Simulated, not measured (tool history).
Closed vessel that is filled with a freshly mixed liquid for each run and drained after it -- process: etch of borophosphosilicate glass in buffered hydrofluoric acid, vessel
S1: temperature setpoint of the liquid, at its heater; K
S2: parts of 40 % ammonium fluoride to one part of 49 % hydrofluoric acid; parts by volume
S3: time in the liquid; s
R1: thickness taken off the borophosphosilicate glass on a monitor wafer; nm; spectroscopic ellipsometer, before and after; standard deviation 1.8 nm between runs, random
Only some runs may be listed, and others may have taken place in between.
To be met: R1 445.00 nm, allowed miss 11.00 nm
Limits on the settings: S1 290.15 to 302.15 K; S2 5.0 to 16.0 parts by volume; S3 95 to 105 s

run,day,S1,S2,S3,R1
1,0.000,294.15,9.5,95,206.02
2,0.075,294.15,9.5,105,228.91
3,0.438,295.65,9.0,105,257.70
4,0.679,297.15,8.5,105,298.02
5,0.862,297.15,8.5,105,294.57
6,1.046,297.15,10.5,105,245.50
7,1.175,298.15,9.5,105,285.48
8,1.375,299.15,9.0,105,309.51
9,1.521,302.15,6.0,105,548.05

Pick the move, out of 4, that brings all results within their allowed miss; only one does.
A,1.667,300.65,6.5,95,?
B,1.667,300.65,6.5,100,?
C,1.667,302.15,7.0,105,?
D,1.667,301.15,6.0,95,?

move,R1
A,424.57
B,446.91
C,475.46
D,467.73
A: takes the biggest miss from the last run beyond its target
B: all results in spec
C: closes in on the targets versus the last run, not all within tolerance yet
D: closes in on the targets versus the last run, not all within tolerance yet
Correct choice: B, which meets every target
